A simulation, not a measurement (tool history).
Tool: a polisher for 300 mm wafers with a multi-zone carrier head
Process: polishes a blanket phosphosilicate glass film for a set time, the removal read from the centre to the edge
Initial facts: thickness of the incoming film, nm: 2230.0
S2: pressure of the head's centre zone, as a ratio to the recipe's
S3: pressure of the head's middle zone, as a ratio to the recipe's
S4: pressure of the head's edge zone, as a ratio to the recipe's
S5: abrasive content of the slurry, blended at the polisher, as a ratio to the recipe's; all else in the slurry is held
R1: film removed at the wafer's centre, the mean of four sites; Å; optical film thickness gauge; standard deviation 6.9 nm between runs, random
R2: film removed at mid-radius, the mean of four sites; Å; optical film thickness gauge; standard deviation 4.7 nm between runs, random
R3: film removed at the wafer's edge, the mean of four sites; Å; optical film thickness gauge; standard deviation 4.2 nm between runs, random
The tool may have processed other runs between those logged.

{"run": 1, "hour": 0.0, "flow of slurry (ml/min)": 210, "S2": 1.0, "S3": 1.0, "S4": 1.0, "S5": 1.0, "polishing time (s)": 66, "R1": 7682.4, "R2": 7849.7, "R3": 7604.9}
{"run": 2, "hour": 6.0, "flow of slurry (ml/min)": 195, "S2": 0.96, "S3": 0.95, "S4": 0.97, "S5": 0.9, "polishing time (s)": 66, "R1": 6883.0, "R2": 7085.8, "R3": 7178.8}
{"run": 3, "hour": 9.2, "flow of slurry (ml/min)": 190, "S2": 0.94, "S3": 0.92, "S4": 0.94, "S5": 0.8, "polishing time (s)": 66, "R1": 6320.3, "R2": 6499.8, "R3": 6574.5}
{"run": 4, "hour": 14.2, "flow of slurry (ml/min)": 235, "S2": 0.94, "S3": 0.92, "S4": 0.94, "S5": 0.8, "polishing time (s)": 66, "R1": 6592.1, "R2": 6715.1, "R3": 6703.1}
{"run": 5, "hour": 19.0, "flow of slurry (ml/min)": 235, "S2": 0.94, "S3": 0.92, "S4": 0.94, "S5": 0.8, "polishing time (s)": 52, "R1": 5146.5, "R2": 5276.0, "R3": 5357.4}
{"run": 6, "hour": 21.1, "flow of slurry (ml/min)": 235, "S2": 0.94, "S3": 0.92, "S4": 0.94, "S5": 0.9, "polishing time (s)": 52, "R1": 5457.5, "R2": 5624.7, "R3": 5511.4}

Estimate the outcome of run 7 from the log above:
{"run": 7, "hour": 24.2, "flow of slurry (ml/min)": 235, "S2": 0.94, "S3": 0.92, "S4": 0.98, "S5": 0.9, "polishing time (s)": 52, "R1": "?", "R2": "?", "R3": "?"}

R1: 5332.1 Å
R2: 5571.7 Å
R3: 5666.9 Å

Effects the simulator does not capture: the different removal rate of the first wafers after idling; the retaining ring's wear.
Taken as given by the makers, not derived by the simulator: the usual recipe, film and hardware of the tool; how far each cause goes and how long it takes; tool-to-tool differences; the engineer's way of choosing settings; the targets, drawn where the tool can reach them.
